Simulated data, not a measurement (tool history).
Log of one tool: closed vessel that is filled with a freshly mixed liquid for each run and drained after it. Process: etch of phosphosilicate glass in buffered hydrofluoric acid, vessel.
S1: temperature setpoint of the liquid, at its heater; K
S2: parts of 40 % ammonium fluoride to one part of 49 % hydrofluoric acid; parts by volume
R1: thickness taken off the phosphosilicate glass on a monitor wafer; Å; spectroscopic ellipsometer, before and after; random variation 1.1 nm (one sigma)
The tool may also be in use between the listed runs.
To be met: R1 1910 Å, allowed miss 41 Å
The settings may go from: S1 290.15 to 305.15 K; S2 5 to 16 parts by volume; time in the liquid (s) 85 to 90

Run 1, day 0: S1 297.15 K, S2 9.5 parts by volume, time in the liquid (s) 85. Result: R1 2758.8 Å.
Run 2, day 0.233: S1 300.15 K, S2 9.5 parts by volume, time in the liquid (s) 85. Result: R1 3228.6 Å.
Run 3, day 0.546: S1 300.15 K, S2 9.5 parts by volume, time in the liquid (s) 90. Result: R1 3395.5 Å.
Run 4, day 0.758: S1 300.15 K, S2 9.5 parts by volume, time in the liquid (s) 85. Result: R1 3231.6 Å.
Run 5, day 1.088: S1 300.15 K, S2 9.5 parts by volume, time in the liquid (s) 90. Result: R1 3428.2 Å.
Run 6, day 1.467: S1 296.65 K, S2 10 parts by volume, time in the liquid (s) 90. Result: R1 2723.9 Å.
Run 7, day 1.654: S1 292.65 K, S2 10.5 parts by volume, time in the liquid (s) 90. Result: R1 2087.8 Å.
Run 8, day 1.983: S1 290.65 K, S2 10.5 parts by volume, time in the liquid (s) 90. Result: R1 1854.5 Å.

Which of these 5 next moves meets every target?
Run A, day 2.312: S1 290.65 K, S2 9 parts by volume, time in the liquid (s) 85. Result: R1 ?.
Run B, day 2.312: S1 291.65 K, S2 9.5 parts by volume, time in the liquid (s) 85. Result: R1 ?.
Run C, day 2.312: S1 292.65 K, S2 11.5 parts by volume, time in the liquid (s) 90. Result: R1 ?.
Run D, day 2.312: S1 290.65 K, S2 9.5 parts by volume, time in the liquid (s) 90. Result: R1 ?.
Run E, day 2.312: S1 294.15 K, S2 12 parts by volume, time in the liquid (s) 90. Result: R1 ?.

move      R1
   A    1987
   B  2032.6
   C  1923.6
   D  2033.5
   E  2006.7
A: takes the result that was furthest off past its target
B: takes the result that was furthest off past its target
C: meets every target
D: takes the result that was furthest off past its target
E: takes the result that was furthest off past its target
Move C is the one to make.
